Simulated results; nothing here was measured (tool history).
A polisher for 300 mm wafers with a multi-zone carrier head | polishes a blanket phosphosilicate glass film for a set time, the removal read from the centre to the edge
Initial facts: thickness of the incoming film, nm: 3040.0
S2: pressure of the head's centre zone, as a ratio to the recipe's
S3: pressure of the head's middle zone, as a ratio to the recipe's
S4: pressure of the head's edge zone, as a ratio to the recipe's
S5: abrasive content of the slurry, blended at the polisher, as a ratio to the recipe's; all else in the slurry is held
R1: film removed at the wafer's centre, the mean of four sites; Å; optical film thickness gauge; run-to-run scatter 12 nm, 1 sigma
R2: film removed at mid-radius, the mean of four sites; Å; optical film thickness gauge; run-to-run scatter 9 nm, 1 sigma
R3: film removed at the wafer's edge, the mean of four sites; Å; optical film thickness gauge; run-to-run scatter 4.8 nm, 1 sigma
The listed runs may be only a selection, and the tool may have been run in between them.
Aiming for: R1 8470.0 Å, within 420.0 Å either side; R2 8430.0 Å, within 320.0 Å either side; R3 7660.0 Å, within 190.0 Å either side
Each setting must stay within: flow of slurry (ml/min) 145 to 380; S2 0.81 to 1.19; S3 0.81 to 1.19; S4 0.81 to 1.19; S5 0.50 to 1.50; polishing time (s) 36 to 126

Run 1, hour 0.0: flow of slurry (ml/min) 245, S2 1.00, S3 1.00, S4 1.00, S5 1.00, polishing time (s) 81. Result: R1 5978.0 Å, R2 6018.3 Å, R3 6038.9 Å.
Run 2, hour 4.0: flow of slurry (ml/min) 220, S2 1.00, S3 1.00, S4 1.00, S5 1.00, polishing time (s) 81. Result: R1 5862.9 Å, R2 6077.2 Å, R3 5982.1 Å.
Run 3, hour 5.7: flow of slurry (ml/min) 225, S2 1.05, S3 1.04, S4 1.03, S5 1.15, polishing time (s) 81. Result: R1 6446.6 Å, R2 6407.5 Å, R3 6300.5 Å.
Run 4, hour 10.8: flow of slurry (ml/min) 225, S2 1.05, S3 1.04, S4 0.98, S5 1.15, polishing time (s) 81. Result: R1 6399.6 Å, R2 6480.2 Å, R3 6204.3 Å.
Run 5, hour 19.6: flow of slurry (ml/min) 225, S2 1.01, S3 1.04, S4 0.98, S5 1.15, polishing time (s) 81. Result: R1 6131.4 Å, R2 6384.9 Å, R3 6179.1 Å.
Run 6, hour 23.2: flow of slurry (ml/min) 225, S2 1.05, S3 1.08, S4 0.99, S5 1.25, polishing time (s) 84. Result: R1 7009.0 Å, R2 7007.2 Å, R3 6550.5 Å.
Run 7, hour 28.3: flow of slurry (ml/min) 230, S2 1.05, S3 1.11, S4 1.01, S5 1.35, polishing time (s) 86. Result: R1 7252.4 Å, R2 7482.7 Å, R3 6914.8 Å.
Run 8, hour 30.6: flow of slurry (ml/min) 240, S2 1.07, S3 1.13, S4 1.03, S5 1.40, polishing time (s) 87. Result: R1 7479.9 Å, R2 7905.4 Å, R3 7268.6 Å.
Run 9, hour 37.7: flow of slurry (ml/min) 250, S2 1.10, S3 1.14, S4 1.03, S5 1.45, polishing time (s) 87. Result: R1 7655.9 Å, R2 8011.8 Å, R3 7324.7 Å.
Run 10, hour 43.2: flow of slurry (ml/min) 245, S2 1.12, S3 1.14, S4 1.02, S5 1.45, polishing time (s) 88. Result: R1 8032.0 Å, R2 7834.6 Å, R3 7302.3 Å.
Run 11, hour 51.4: flow of slurry (ml/min) 250, S2 1.12, S3 1.15, S4 1.02, S5 1.45, polishing time (s) 89. Result: R1 8208.8 Å, R2 8091.5 Å, R3 7341.1 Å.
Run 12, hour 57.8: flow of slurry (ml/min) 250, S2 1.12, S3 1.15, S4 1.02, S5 1.45, polishing time (s) 89. Result: R1 8212.5 Å, R2 8161.9 Å, R3 7420.0 Å.

Which one of the following 5 next-run settings gets every result inside its allowed miss? There is exactly one.
Run A, hour 64.2: flow of slurry (ml/min) 275, S2 1.13, S3 1.19, S4 0.90, S5 1.40, polishing time (s) 91. Result: R1 ?, R2 ?, R3 ?.
Run B, hour 64.2: flow of slurry (ml/min) 260, S2 1.08, S3 1.05, S4 1.09, S5 1.50, polishing time (s) 88. Result: R1 ?, R2 ?, R3 ?.
Run C, hour 64.2: flow of slurry (ml/min) 350, S2 1.04, S3 1.03, S4 0.97, S5 1.50, polishing time (s) 95. Result: R1 ?, R2 ?, R3 ?.
Run D, hour 64.2: flow of slurry (ml/min) 265, S2 1.14, S3 1.16, S4 1.02, S5 1.50, polishing time (s) 90. Result: R1 ?, R2 ?, R3 ?.
Run E, hour 64.2: flow of slurry (ml/min) 240, S2 1.05, S3 1.17, S4 1.09, S5 1.50, polishing time (s) 89. Result: R1 ?, R2 ?, R3 ?.

move      R1      R2      R3
   A  8328.3  8644.9  7207.1
   B  7799.5  7830.1  7776.0
   C  8341.1  8575.8  8089.6
   D  8445.0  8547.5  7697.8
   E  7604.6  8419.8  7807.7
A: misses by more than the last run did
B: corrects the largest miss of the last run, while another result sits out of spec
C: moves the result that the last run missed by most past its target, out the other side
D: every result within its allowed miss
E: corrects the largest miss of the last run, while another result sits out of spec
D is the move that brings every result within its allowed miss.

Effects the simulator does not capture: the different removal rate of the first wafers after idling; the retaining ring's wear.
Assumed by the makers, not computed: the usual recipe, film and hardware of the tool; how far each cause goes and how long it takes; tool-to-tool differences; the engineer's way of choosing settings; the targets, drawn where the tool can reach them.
